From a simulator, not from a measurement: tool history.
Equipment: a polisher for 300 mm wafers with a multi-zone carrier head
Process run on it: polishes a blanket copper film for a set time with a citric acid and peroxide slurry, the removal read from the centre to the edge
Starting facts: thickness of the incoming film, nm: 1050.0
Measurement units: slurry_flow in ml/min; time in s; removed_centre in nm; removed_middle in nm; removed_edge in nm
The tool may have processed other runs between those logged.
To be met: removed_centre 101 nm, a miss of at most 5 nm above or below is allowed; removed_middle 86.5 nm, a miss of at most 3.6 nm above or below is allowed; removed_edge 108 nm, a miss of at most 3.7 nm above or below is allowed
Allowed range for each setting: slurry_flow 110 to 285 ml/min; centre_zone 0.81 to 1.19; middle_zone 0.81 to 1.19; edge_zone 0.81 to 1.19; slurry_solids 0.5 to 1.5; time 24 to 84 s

{"run": 1, "hour": 0.0, "slurry_flow": 180, "centre_zone": 1, "middle_zone": 1, "edge_zone": 1, "slurry_solids": 1, "time": 54, "removed_centre": 141.06, "removed_middle": 142.21, "removed_edge": 141.87}
{"run": 2, "hour": 4.6, "slurry_flow": 180, "centre_zone": 1, "middle_zone": 1, "edge_zone": 1, "slurry_solids": 1, "time": 60, "removed_centre": 160.73, "removed_middle": 154.75, "removed_edge": 163.69}
{"run": 3, "hour": 10.9, "slurry_flow": 180, "centre_zone": 1.06, "middle_zone": 1, "edge_zone": 1, "slurry_solids": 1, "time": 60, "removed_centre": 170.12, "removed_middle": 157.93, "removed_edge": 158.88}
{"run": 4, "hour": 16.1, "slurry_flow": 160, "centre_zone": 1.06, "middle_zone": 1, "edge_zone": 1, "slurry_solids": 1, "time": 60, "removed_centre": 168.07, "removed_middle": 154.16, "removed_edge": 158.71}
{"run": 5, "hour": 24.6, "slurry_flow": 150, "centre_zone": 1.04, "middle_zone": 0.95, "edge_zone": 1.01, "slurry_solids": 0.9, "time": 56, "removed_centre": 146.96, "removed_middle": 133.12, "removed_edge": 144.13}
{"run": 6, "hour": 26.2, "slurry_flow": 140, "centre_zone": 1.03, "middle_zone": 0.91, "edge_zone": 1.01, "slurry_solids": 0.8, "time": 53, "removed_centre": 135.33, "removed_middle": 120.78, "removed_edge": 132.47}
{"run": 7, "hour": 31.7, "slurry_flow": 130, "centre_zone": 1.02, "middle_zone": 0.88, "edge_zone": 1.04, "slurry_solids": 0.75, "time": 50, "removed_centre": 119.71, "removed_middle": 107.34, "removed_edge": 123.38}
{"run": 8, "hour": 39.0, "slurry_flow": 125, "centre_zone": 1.02, "middle_zone": 0.86, "edge_zone": 1.05, "slurry_solids": 0.7, "time": 49, "removed_centre": 115.51, "removed_middle": 97.923, "removed_edge": 121.8}
{"run": 9, "hour": 40.8, "slurry_flow": 125, "centre_zone": 1.01, "middle_zone": 0.85, "edge_zone": 1.04, "slurry_solids": 0.65, "time": 48, "removed_centre": 110.53, "removed_middle": 95.091, "removed_edge": 116.44}

Of the 4 settings listed for the next run, only one would bring every result within its allowed miss of target. Which one?
{"run": "A", "hour": 42.6, "slurry_flow": 120, "centre_zone": 1.07, "middle_zone": 0.98, "edge_zone": 0.93, "slurry_solids": 0.65, "time": 44, "removed_centre": "?", "removed_middle": "?", "removed_edge": "?"}
{"run": "B", "hour": 42.6, "slurry_flow": 125, "centre_zone": 1.02, "middle_zone": 0.81, "edge_zone": 1.08, "slurry_solids": 0.65, "time": 47, "removed_centre": "?", "removed_middle": "?", "removed_edge": "?"}
{"run": "C", "hour": 42.6, "slurry_flow": 150, "centre_zone": 0.99, "middle_zone": 0.82, "edge_zone": 1.07, "slurry_solids": 0.65, "time": 42, "removed_centre": "?", "removed_middle": "?", "removed_edge": "?"}
{"run": "D", "hour": 42.6, "slurry_flow": 195, "centre_zone": 1.06, "middle_zone": 0.81, "edge_zone": 0.95, "slurry_solids": 0.65, "time": 43, "removed_centre": "?", "removed_middle": "?", "removed_edge": "?"}

move=A removed_centre=106.7 removed_middle=98.171 removed_edge=100.9
move=B removed_centre=110.36 removed_middle=90.579 removed_edge=117.04
move=C removed_centre=100.92 removed_middle=85.461 removed_edge=107.38
move=D removed_centre=116.23 removed_middle=90.947 removed_edge=107.54
A: further off than the last run
B: no better and no worse than the last run
C: every result lands within tolerance
D: further off than the last run
The move that meets every target is C.
